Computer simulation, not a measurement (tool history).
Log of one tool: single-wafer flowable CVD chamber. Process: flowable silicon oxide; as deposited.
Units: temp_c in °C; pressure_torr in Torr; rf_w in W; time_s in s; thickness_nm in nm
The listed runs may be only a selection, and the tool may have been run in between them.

| run | hour | temp_c | pressure_torr | rf_w | time_s | thickness_nm |
|---|---|---|---|---|---|---|
| 1 | 0.0 | 95 | 0.631 | 1890 | 1170 | 619.56 |
| 2 | 3.7 | 95 | 0.631 | 1890 | 1207 | 637.78 |
| 3 | 10.8 | 99 | 0.631 | 1890 | 1207 | 559.31 |
| 4 | 14.9 | 107 | 0.631 | 1890 | 1207 | 413.31 |
| 5 | 18.7 | 98 | 0.631 | 1890 | 1207 | 569.24 |
| 6 | 22.6 | 96 | 0.631 | 1890 | 1207 | 610.43 |
| 7 | 25.7 | 94 | 0.631 | 1890 | 1207 | 659.30 |

Forecast run 8:
| 8 | 29.2 | 93 | 0.631 | 1890 | 1207 | ? |

thickness_nm: 683.07 nm
